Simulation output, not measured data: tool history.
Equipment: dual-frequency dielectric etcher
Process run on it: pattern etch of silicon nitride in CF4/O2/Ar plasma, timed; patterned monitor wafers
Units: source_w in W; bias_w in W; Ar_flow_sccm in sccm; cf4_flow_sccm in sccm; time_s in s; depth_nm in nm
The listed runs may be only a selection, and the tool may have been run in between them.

run  hour  source_w  bias_w  Ar_flow_sccm  cf4_flow_sccm  time_s  depth_nm
  1     0       490      65           102            131   236.5       532
  2   8.6       470      65           102            131   236.5    506.84
  3  17.3       470      70           102            131   236.5    523.27
  4  23.1       470      78           102            131   236.5    551.59
  5  25.8       450      78           102            131   236.5    524.08
  6  32.4       430      78           102            131   236.5    498.49
  7  40.8       420      78           102            131   236.5    485.47

What does the tool deliver on the next run?
  8  47.3       390      78           102            131   236.5         ?

depth_nm: 449.05 nm

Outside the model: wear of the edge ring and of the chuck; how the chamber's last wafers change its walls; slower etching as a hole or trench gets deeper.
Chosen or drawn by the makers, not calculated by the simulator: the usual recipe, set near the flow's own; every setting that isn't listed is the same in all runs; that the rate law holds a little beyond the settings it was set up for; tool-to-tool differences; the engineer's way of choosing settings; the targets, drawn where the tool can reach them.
